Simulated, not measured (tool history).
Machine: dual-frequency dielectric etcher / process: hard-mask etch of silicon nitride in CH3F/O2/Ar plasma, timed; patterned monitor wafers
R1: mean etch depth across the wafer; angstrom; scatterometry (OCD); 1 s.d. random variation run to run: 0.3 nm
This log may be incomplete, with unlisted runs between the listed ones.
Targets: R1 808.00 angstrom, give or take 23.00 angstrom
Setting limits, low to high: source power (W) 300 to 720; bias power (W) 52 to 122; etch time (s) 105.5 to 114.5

run 1 hour=0.0 | source_power_(W)=510 bias_power_(W)=87 etch_time_(s)=114.5 | R1=913.34
run 2 hour=2.2 | source_power_(W)=510 bias_power_(W)=87 etch_time_(s)=114.5 | R1=919.38
run 3 hour=7.6 | source_power_(W)=490 bias_power_(W)=86 etch_time_(s)=114.0 | R1=903.54
run 4 hour=11.7 | source_power_(W)=470 bias_power_(W)=84 etch_time_(s)=113.5 | R1=873.54
run 5 hour=18.0 | source_power_(W)=470 bias_power_(W)=95 etch_time_(s)=113.5 | R1=929.39
run 6 hour=25.3 | source_power_(W)=450 bias_power_(W)=93 etch_time_(s)=113.0 | R1=903.92
run 7 hour=26.5 | source_power_(W)=440 bias_power_(W)=91 etch_time_(s)=112.5 | R1=889.62
run 8 hour=34.8 | source_power_(W)=440 bias_power_(W)=91 etch_time_(s)=112.5 | R1=892.27
-- hour=42.6 bias power generator calibrated
run 9 hour=42.6 | source_power_(W)=430 bias_power_(W)=89 etch_time_(s)=112.0 | R1=859.89
run 10 hour=44.6 | source_power_(W)=420 bias_power_(W)=89 etch_time_(s)=112.0 | R1=859.95

Next run, 5 choices. One meets every target within its allowed miss, the rest don't. Which?
run A hour=46.6 | source_power_(W)=420 bias_power_(W)=93 etch_time_(s)=112.5 | R1=?
run B hour=46.6 | source_power_(W)=430 bias_power_(W)=81 etch_time_(s)=109.5 | R1=?
run C hour=46.6 | source_power_(W)=380 bias_power_(W)=80 etch_time_(s)=105.5 | R1=?
run D hour=46.6 | source_power_(W)=480 bias_power_(W)=103 etch_time_(s)=105.5 | R1=?
run E hour=46.6 | source_power_(W)=360 bias_power_(W)=106 etch_time_(s)=108.5 | R1=?

move=A R1=871.54
move=B R1=805.78
move=C R1=751.97
move=D R1=878.32
move=E R1=859.22
A: further off than the last run
B: all results in spec
C: moves the result that the last run missed by most past its target, out the other side
D: further off than the last run
E: as far off as the last run
So the answer is move B, the one that meets all the targets.
